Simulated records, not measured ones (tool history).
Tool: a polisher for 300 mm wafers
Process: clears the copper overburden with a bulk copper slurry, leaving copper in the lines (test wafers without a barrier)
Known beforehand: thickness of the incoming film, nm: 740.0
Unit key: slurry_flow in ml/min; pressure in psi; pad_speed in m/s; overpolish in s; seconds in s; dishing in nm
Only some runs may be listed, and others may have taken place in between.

run 1 hour=0.0 | slurry_flow=230 pressure=1.9 pad_speed=1.08 slurry_solids=1.0 overpolish=9 | seconds=114.820 dishing=39.028
run 2 hour=6.0 | slurry_flow=235 pressure=2.0 pad_speed=1.10 slurry_solids=1.0 overpolish=7 | seconds=110.770 dishing=33.553
run 3 hour=6.7 | slurry_flow=235 pressure=2.3 pad_speed=1.10 slurry_solids=1.0 overpolish=7 | seconds=94.795 dishing=36.664
run 4 hour=8.2 | slurry_flow=235 pressure=2.4 pad_speed=1.08 slurry_solids=1.0 overpolish=6 | seconds=92.108 dishing=34.284
-- hour=9.1 slurry nozzle cleaned
run 5 hour=9.1 | slurry_flow=235 pressure=2.4 pad_speed=1.08 slurry_solids=1.0 overpolish=4 | seconds=87.607 dishing=25.170
run 6 hour=18.0 | slurry_flow=190 pressure=2.4 pad_speed=1.08 slurry_solids=1.0 overpolish=4 | seconds=86.727 dishing=24.793
run 7 hour=26.1 | slurry_flow=215 pressure=2.4 pad_speed=1.08 slurry_solids=1.0 overpolish=4 | seconds=87.752 dishing=24.816
run 8 hour=34.3 | slurry_flow=215 pressure=2.4 pad_speed=1.06 slurry_solids=1.0 overpolish=7 | seconds=87.961 dishing=39.400
run 9 hour=35.6 | slurry_flow=200 pressure=2.3 pad_speed=1.08 slurry_solids=1.0 overpolish=7 | seconds=89.739 dishing=38.039
run 10 hour=44.4 | slurry_flow=185 pressure=2.3 pad_speed=1.08 slurry_solids=1.0 overpolish=7 | seconds=93.212 dishing=37.929
run 11 hour=49.2 | slurry_flow=185 pressure=2.3 pad_speed=1.08 slurry_solids=1.0 overpolish=6 | seconds=95.234 dishing=33.388

For run 12, what comes out?
run 12 hour=56.3 | slurry_flow=205 pressure=2.3 pad_speed=1.08 slurry_solids=1.0 overpolish=6 | seconds=? dishing=?

seconds: 92.964 s
dishing: 33.780 nm
